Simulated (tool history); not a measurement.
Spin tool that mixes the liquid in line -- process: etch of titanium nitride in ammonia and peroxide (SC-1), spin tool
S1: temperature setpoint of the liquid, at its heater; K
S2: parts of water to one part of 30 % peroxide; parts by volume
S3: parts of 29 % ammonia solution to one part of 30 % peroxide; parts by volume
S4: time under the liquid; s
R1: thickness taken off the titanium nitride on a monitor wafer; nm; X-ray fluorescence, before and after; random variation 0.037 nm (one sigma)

run 1 hour=0 | S1=331.15 S2=18.5 S3=0.75 S4=310 | R1=20.458
run 2 hour=7.8 | S1=331.15 S2=18.5 S3=0.9 S4=310 | R1=21.081
run 3 hour=9.7 | S1=331.15 S2=14.5 S3=0.9 S4=310 | R1=24.142
run 4 hour=15 | S1=329.15 S2=14.5 S3=0.9 S4=310 | R1=21.017
run 5 hour=17.9 | S1=327.65 S2=14.5 S3=0.9 S4=310 | R1=18.931
run 6 hour=23.3 | S1=327.65 S2=14.5 S3=0.9 S4=330 | R1=20.099
run 7 hour=31.6 | S1=326.15 S2=14.5 S3=0.9 S4=330 | R1=18.121

Run 8 has not been measured yet. What should we expect?
run 8 hour=37.8 | S1=325.15 S2=14.5 S3=0.9 S4=330 | R1=?

R1: 16.999 nm
